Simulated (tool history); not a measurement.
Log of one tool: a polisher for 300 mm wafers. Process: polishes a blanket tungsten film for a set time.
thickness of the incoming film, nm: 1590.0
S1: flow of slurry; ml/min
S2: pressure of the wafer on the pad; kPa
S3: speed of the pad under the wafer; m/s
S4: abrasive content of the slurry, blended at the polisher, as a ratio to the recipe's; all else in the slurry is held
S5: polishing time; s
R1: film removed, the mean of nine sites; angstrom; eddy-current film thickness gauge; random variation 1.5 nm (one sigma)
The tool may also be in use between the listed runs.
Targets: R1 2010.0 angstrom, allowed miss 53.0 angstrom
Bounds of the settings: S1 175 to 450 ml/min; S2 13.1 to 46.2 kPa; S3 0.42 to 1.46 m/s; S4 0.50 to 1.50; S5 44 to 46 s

| run | hour | S1 | S2 | S3 | S4 | S5 | R1 |
|---|---|---|---|---|---|---|---|
| 1 | 0.0 | 290 | 29.6 | 0.94 | 1.00 | 44 | 2664.9 |
| 2 | 2.7 | 290 | 29.0 | 0.94 | 1.00 | 44 | 2609.4 |
| 3 | 6.5 | 290 | 28.3 | 0.94 | 1.00 | 44 | 2553.2 |
| 4 | 13.3 | 290 | 27.6 | 0.94 | 1.00 | 44 | 2483.4 |
| 5 | 21.7 | 290 | 26.9 | 0.94 | 1.00 | 44 | 2432.9 |
| 6 | 28.9 | 290 | 26.2 | 0.94 | 1.00 | 44 | 2370.2 |
| 7 | 34.7 | 290 | 25.5 | 0.94 | 1.00 | 44 | 2296.9 |
| 8 | 37.4 | 290 | 24.8 | 0.94 | 1.00 | 44 | 2231.3 |
| 9 | 43.0 | 290 | 24.8 | 0.94 | 1.00 | 44 | 2233.1 |
| 10 | 50.3 | 285 | 23.4 | 0.94 | 1.00 | 44 | 2132.0 |

Which of these 5 next moves meets every target?
| A | 57.6 | 255 | 18.6 | 1.10 | 0.95 | 46 | ? |
| B | 57.6 | 265 | 26.9 | 0.90 | 0.90 | 46 | ? |
| C | 57.6 | 185 | 31.0 | 0.84 | 0.90 | 46 | ? |
| D | 57.6 | 180 | 24.1 | 0.98 | 1.15 | 46 | ? |
| E | 57.6 | 310 | 22.1 | 1.04 | 1.10 | 44 | ? |

| move | R1 |
|---|---|
| A | 2009.5 |
| B | 2343.4 |
| C | 2393.3 |
| D | 2261.1 |
| E | 2241.5 |
A: meets every target
B: further off than the last run
C: further off than the last run
D: further off than the last run
E: further off than the last run
Move A is the one to make.

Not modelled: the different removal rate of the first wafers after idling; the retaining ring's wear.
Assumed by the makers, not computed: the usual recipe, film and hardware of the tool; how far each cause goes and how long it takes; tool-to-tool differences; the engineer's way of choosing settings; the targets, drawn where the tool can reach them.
